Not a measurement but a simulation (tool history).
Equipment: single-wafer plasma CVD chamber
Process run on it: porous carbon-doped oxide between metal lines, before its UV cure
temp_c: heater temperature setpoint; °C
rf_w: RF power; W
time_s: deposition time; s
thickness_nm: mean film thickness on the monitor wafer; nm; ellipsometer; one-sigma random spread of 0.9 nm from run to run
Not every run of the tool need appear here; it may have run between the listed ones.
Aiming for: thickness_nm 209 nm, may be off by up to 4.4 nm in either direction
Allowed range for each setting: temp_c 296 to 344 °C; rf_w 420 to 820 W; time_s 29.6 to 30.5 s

run 1 hour=0 | temp_c=320 rf_w=620 time_s=29.6 | thickness_nm=172.71
run 2 hour=6.2 | temp_c=318 rf_w=635 time_s=29.6 | thickness_nm=178.02
run 3 hour=9.6 | temp_c=318 rf_w=585 time_s=29.6 | thickness_nm=166.19
run 4 hour=14.7 | temp_c=318 rf_w=520 time_s=29.6 | thickness_nm=154.91
run 5 hour=17.4 | temp_c=316 rf_w=545 time_s=29.7 | thickness_nm=162.73
run 6 hour=20.2 | temp_c=316 rf_w=545 time_s=30.5 | thickness_nm=164.97
run 7 hour=29.1 | temp_c=314 rf_w=565 time_s=30.5 | thickness_nm=170.95
run 8 hour=32.8 | temp_c=312 rf_w=585 time_s=30.5 | thickness_nm=177.38
run 9 hour=35.1 | temp_c=310 rf_w=600 time_s=30.5 | thickness_nm=181.38
run 10 hour=36.5 | temp_c=309 rf_w=615 time_s=30.5 | thickness_nm=184.9
run 11 hour=37.9 | temp_c=308 rf_w=625 time_s=30.5 | thickness_nm=188.62

5 candidate next runs follow, results not yet known. Just one meets every target within its allowed miss. Identify it.
run A hour=39.3 | temp_c=300 rf_w=560 time_s=29.6 | thickness_nm=?
run B hour=39.3 | temp_c=312 rf_w=555 time_s=29.6 | thickness_nm=?
run C hour=39.3 | temp_c=299 rf_w=675 time_s=30.5 | thickness_nm=?
run D hour=39.3 | temp_c=315 rf_w=510 time_s=29.6 | thickness_nm=?
run E hour=39.3 | temp_c=305 rf_w=655 time_s=30.5 | thickness_nm=?

move=A thickness_nm=176.93
move=B thickness_nm=166.07
move=C thickness_nm=207.08
move=D thickness_nm=154.69
move=E thickness_nm=197.2
A: misses by more than the last run did
B: misses by more than the last run did
C: each result inside its tolerance
D: misses by more than the last run did
E: better than the last run, though not everything is in spec
Move C is the one to make.
